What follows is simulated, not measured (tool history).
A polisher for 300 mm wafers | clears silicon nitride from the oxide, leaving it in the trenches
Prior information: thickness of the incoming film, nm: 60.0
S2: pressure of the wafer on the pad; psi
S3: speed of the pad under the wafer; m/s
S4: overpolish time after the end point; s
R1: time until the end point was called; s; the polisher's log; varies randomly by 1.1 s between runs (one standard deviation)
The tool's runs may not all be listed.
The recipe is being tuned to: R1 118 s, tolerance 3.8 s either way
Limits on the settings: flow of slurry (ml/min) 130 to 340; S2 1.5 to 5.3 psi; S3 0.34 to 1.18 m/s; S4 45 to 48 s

run 1 hour=0 | flow_of_slurry_(ml/min)=220 S2=3.4 S3=0.76 S4=45 | R1=70.004
run 2 hour=1.8 | flow_of_slurry_(ml/min)=220 S2=4 S3=0.76 S4=45 | R1=59.519
run 3 hour=7 | flow_of_slurry_(ml/min)=220 S2=3.7 S3=0.76 S4=45 | R1=64.587
run 4 hour=11.3 | flow_of_slurry_(ml/min)=270 S2=3.7 S3=0.76 S4=45 | R1=62.313
run 5 hour=16.7 | flow_of_slurry_(ml/min)=265 S2=3.4 S3=0.76 S4=45 | R1=67.037
run 6 hour=19.3 | flow_of_slurry_(ml/min)=265 S2=3.4 S3=0.76 S4=45 | R1=68.394
run 7 hour=27 | flow_of_slurry_(ml/min)=265 S2=3.4 S3=0.76 S4=45 | R1=67.508
run 8 hour=28.8 | flow_of_slurry_(ml/min)=260 S2=3.1 S3=0.76 S4=45 | R1=73.81
run 9 hour=37.3 | flow_of_slurry_(ml/min)=260 S2=3.1 S3=0.76 S4=45 | R1=73.873
-- hour=40.8 slurry nozzle cleaned
run 10 hour=40.8 | flow_of_slurry_(ml/min)=255 S2=2.9 S3=0.76 S4=45 | R1=75.73

Exercise: of the 4 proposed moves below, exactly one satisfies all targets within the stated allowed misses. Which move is it?
run A hour=44.3 | flow_of_slurry_(ml/min)=210 S2=2.4 S3=0.5 S4=48 | R1=?
run B hour=44.3 | flow_of_slurry_(ml/min)=220 S2=2.1 S3=0.58 S4=45 | R1=?
run C hour=44.3 | flow_of_slurry_(ml/min)=260 S2=1.8 S3=0.68 S4=45 | R1=?
run D hour=44.3 | flow_of_slurry_(ml/min)=215 S2=2.2 S3=0.62 S4=45 | R1=?

move=A R1=125.95
move=B R1=126.29
move=C R1=125.42
move=D R1=115.4
A: pushes the last run's worst result past its target
B: pushes the last run's worst result past its target
C: pushes the last run's worst result past its target
D: in spec on every target
D is the move that brings every result within its allowed miss.
